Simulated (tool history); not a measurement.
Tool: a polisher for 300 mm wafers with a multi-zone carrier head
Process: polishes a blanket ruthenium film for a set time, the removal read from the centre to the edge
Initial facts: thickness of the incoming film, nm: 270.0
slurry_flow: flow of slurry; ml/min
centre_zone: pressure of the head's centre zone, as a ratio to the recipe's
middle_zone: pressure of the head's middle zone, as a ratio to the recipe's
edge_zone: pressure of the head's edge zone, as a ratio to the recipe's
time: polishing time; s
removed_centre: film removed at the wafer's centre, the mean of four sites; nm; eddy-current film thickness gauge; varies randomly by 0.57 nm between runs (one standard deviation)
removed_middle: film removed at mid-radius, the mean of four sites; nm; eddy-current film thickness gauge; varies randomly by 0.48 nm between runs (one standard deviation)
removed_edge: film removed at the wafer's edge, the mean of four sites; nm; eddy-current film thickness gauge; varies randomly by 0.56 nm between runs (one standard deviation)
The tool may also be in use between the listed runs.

| run | hour | slurry_flow | centre_zone | middle_zone | edge_zone | time | removed_centre | removed_middle | removed_edge |
|---|---|---|---|---|---|---|---|---|---|
| 1 | 0.0 | 225 | 1.00 | 1.00 | 1.00 | 54 | 84.148 | 77.335 | 74.450 |
| 2 | 3.3 | 210 | 0.94 | 1.01 | 1.00 | 52 | 75.316 | 73.677 | 71.197 |
| 3 | 6.7 | 230 | 0.94 | 1.01 | 1.00 | 52 | 75.982 | 74.574 | 72.564 |
| 4 | 12.4 | 230 | 0.94 | 1.01 | 1.00 | 65 | 94.311 | 94.512 | 90.738 |
| 5 | 18.1 | 230 | 0.94 | 0.93 | 1.00 | 65 | 94.812 | 87.100 | 90.459 |
| 6 | 21.6 | 260 | 0.94 | 0.93 | 1.00 | 65 | 96.284 | 87.969 | 90.665 |

What does the tool deliver on the next run?
| 7 | 24.2 | 240 | 0.90 | 0.97 | 0.99 | 60 | ? | ? | ? |

Run 7 came out at removed_centre 83.952 nm, removed_middle 84.420 nm, removed_edge 84.674 nm.
